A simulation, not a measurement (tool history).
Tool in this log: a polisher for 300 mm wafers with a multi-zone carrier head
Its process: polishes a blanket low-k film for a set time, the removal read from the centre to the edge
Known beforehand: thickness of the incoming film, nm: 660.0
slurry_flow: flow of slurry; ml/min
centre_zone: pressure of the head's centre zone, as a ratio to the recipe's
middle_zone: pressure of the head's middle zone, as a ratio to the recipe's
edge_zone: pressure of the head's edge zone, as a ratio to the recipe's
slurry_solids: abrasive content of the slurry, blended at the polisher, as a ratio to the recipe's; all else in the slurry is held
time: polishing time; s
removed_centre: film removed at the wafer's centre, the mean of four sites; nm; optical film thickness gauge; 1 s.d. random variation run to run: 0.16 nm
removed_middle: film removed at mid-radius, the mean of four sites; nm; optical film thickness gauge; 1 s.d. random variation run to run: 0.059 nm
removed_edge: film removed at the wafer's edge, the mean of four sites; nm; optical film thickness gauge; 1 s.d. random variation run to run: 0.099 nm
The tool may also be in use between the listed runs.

Run 1, hour 0: slurry_flow 170 ml/min, centre_zone 1, middle_zone 1, edge_zone 1, slurry_solids 1, time 32 s. Result: removed_centre 14.493 nm, removed_middle 14.872 nm, removed_edge 15.276 nm.
Run 2, hour 8.9: slurry_flow 170 ml/min, centre_zone 1, middle_zone 1, edge_zone 1, slurry_solids 1, time 26 s. Result: removed_centre 12.272 nm, removed_middle 12.113 nm, removed_edge 12.17 nm.
Run 3, hour 9.8: slurry_flow 160 ml/min, centre_zone 1, middle_zone 0.97, edge_zone 1, slurry_solids 1, time 26 s. Result: removed_centre 11.929 nm, removed_middle 11.638 nm, removed_edge 12.171 nm.
Run 4, hour 13.9: slurry_flow 155 ml/min, centre_zone 1.01, middle_zone 0.95, edge_zone 0.99, slurry_solids 1, time 26 s. Result: removed_centre 11.808 nm, removed_middle 11.308 nm, removed_edge 12.351 nm.
Run 5, hour 17.3: slurry_flow 155 ml/min, centre_zone 1.02, middle_zone 0.94, edge_zone 0.98, slurry_solids 0.95, time 26 s. Result: removed_centre 11.682 nm, removed_middle 11.031 nm, removed_edge 11.925 nm.
Run 6, hour 19: slurry_flow 155 ml/min, centre_zone 1.02, middle_zone 0.94, edge_zone 0.98, slurry_solids 0.95, time 31 s. Result: removed_centre 14.052 nm, removed_middle 13.135 nm, removed_edge 14.235 nm.

The next listed run, before its measurement:
Run 7, hour 20.7: slurry_flow 150 ml/min, centre_zone 1.02, middle_zone 0.92, edge_zone 0.97, slurry_solids 0.9, time 31 s. Result: removed_centre ?, removed_middle ?, removed_edge ?.

removed_centre: 13.575 nm
removed_middle: 12.595 nm
removed_edge: 13.588 nm

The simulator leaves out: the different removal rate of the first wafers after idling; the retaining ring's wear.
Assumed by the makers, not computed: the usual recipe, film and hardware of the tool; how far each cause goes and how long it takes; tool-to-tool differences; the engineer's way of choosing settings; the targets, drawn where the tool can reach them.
